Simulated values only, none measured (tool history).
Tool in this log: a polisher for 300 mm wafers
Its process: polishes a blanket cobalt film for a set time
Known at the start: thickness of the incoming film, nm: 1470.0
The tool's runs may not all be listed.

run	hour	flow of slurry (ml/min)	pressure of the wafer on the pad (psi)	speed of the pad under the wafer (cm/s)	polishing time (s)	film removed (angstrom)
1	0	315	2.1	110	25	1333.4
2	4.2	375	2.1	110	25	1380.1
3	8.8	390	2.4	110	25	1556.4
4	9.5	350	2.4	110	25	1539.2
5	18.1	360	2.6	110	25	1653.2
6	19.5	415	2.6	110	25	1700

Predict the results of run 7:
7	20.8	420	2.8	110	25	?

{"run 7": {"film removed (angstrom)": 1823}}

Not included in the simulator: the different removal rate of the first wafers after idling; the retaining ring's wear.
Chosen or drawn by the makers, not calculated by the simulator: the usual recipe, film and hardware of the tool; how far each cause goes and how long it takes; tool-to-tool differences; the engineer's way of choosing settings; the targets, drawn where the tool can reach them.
